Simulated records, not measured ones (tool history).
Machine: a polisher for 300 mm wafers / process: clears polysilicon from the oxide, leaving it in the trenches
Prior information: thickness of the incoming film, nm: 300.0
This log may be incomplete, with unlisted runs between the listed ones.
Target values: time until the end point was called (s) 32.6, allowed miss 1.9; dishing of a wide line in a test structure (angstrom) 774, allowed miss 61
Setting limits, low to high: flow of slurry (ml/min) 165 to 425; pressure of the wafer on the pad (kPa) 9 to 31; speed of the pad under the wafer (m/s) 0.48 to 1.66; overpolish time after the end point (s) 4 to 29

run,hour,flow of slurry (ml/min),pressure of the wafer on the pad (kPa),speed of the pad under the wafer (m/s),overpolish time after the end point (s),time until the end point was called (s),dishing of a wide line in a test structure (angstrom)
1,0,275,20,1.06,15,18.21,862.3
2,7.3,275,22.8,1.06,15,16.157,858.65
3,13.5,275,18.6,1.02,14,20.559,816.78
4,18.3,275,18.6,1.02,18,20.104,895.91
5,22.7,275,18.6,1.02,21,19.607,868.81
6,25,275,20,1.02,21,19.299,874.41
7,31.8,275,17.2,0.96,18,22.202,843.14
8,39,270,11.7,0.82,12,36.742,604.8
9,42.2,270,12.4,0.82,16,36.084,707.56

Pick the move, out of 5, that brings all results within their allowed miss; only one does.
A,45.4,250,11.7,1,19,?,?
B,45.4,300,11.7,0.82,18,?,?
C,45.4,225,12.4,0.68,18,?,?
D,45.4,240,13.8,0.68,17,?,?
E,45.4,275,11.7,0.76,23,?,?

move,time until the end point was called (s),dishing of a wide line in a test structure (angstrom)
A,32.252,756.57
B,37.594,704.27
C,42.398,670.18
D,38.139,684.26
E,40.275,749.33
A: all results in spec
B: further off than the last run
C: further off than the last run
D: further off than the last run
E: further off than the last run
The move that meets every target is A.
